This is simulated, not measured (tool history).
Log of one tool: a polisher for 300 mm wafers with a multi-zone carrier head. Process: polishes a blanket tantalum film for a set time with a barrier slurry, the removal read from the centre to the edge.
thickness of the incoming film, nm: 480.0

run	day	flow of slurry (ml/min)	pressure of the head's centre zone	pressure of the head's middle zone	pressure of the head's edge zone	abrasive content of the slurry	polishing time (s)	film removed at the wafer's centre (nm)	film removed at mid-radius (nm)	film removed at the wafer's edge (nm)
1	0.000	250	1.00	1.00	1.00	1.00	80	127.25	124.16	127.06
2	0.350	260	1.01	1.04	1.04	1.10	80	135.15	133.39	132.86
3	0.475	265	1.00	1.06	1.07	1.20	81	137.80	141.51	138.50
4	0.517	265	1.08	1.06	1.07	1.20	81	151.68	141.26	140.69
5	0.767	270	1.06	1.07	1.10	1.25	81	148.41	145.82	142.53
6	1.067	270	1.06	1.02	1.10	1.25	81	149.34	138.12	146.57
7	1.229	280	1.05	1.04	1.12	1.30	81	150.59	142.49	149.29

Forecast run 8:
8	1.258	290	1.04	1.06	1.14	1.35	81	?	?	?

Run 8 gave film removed at the wafer's centre (nm) 150.06, film removed at mid-radius (nm) 148.69, film removed at the wafer's edge (nm) 153.30.

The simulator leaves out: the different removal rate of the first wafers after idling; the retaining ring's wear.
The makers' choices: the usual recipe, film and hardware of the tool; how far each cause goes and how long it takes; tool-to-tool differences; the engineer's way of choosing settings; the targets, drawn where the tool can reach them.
